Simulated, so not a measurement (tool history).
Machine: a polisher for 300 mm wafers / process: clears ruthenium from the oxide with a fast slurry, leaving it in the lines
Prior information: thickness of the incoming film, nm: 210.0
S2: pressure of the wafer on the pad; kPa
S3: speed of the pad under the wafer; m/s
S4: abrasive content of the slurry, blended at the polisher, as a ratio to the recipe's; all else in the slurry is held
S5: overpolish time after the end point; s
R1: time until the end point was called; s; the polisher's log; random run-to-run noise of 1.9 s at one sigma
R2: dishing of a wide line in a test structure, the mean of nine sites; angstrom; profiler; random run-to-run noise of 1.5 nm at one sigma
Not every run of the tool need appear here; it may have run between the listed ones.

run 1 hour=0 | flow_of_slurry_(ml/min)=250 S2=15.2 S3=0.9 S4=1 S5=22 | R1=61.492 R2=646.47
run 2 hour=8.9 | flow_of_slurry_(ml/min)=250 S2=13.1 S3=0.88 S4=1 S5=26 | R1=72.869 R2=653.93
run 3 hour=12.3 | flow_of_slurry_(ml/min)=250 S2=13.1 S3=0.66 S4=1 S5=26 | R1=98.329 R2=508.23
run 4 hour=15.9 | flow_of_slurry_(ml/min)=250 S2=13.1 S3=0.66 S4=1 S5=29 | R1=98.262 R2=571.2
run 5 hour=22.2 | flow_of_slurry_(ml/min)=250 S2=13.1 S3=0.66 S4=1 S5=31 | R1=95.737 R2=575.77
run 6 hour=24.9 | flow_of_slurry_(ml/min)=250 S2=15.9 S3=0.66 S4=1 S5=31 | R1=80.057 R2=690.77

The next listed run, before its measurement:
run 7 hour=30.9 | flow_of_slurry_(ml/min)=250 S2=14.5 S3=0.66 S4=1 S5=33 | R1=? R2=?

{"run 7": {"R1": 89.289, "R2": 680.01}}

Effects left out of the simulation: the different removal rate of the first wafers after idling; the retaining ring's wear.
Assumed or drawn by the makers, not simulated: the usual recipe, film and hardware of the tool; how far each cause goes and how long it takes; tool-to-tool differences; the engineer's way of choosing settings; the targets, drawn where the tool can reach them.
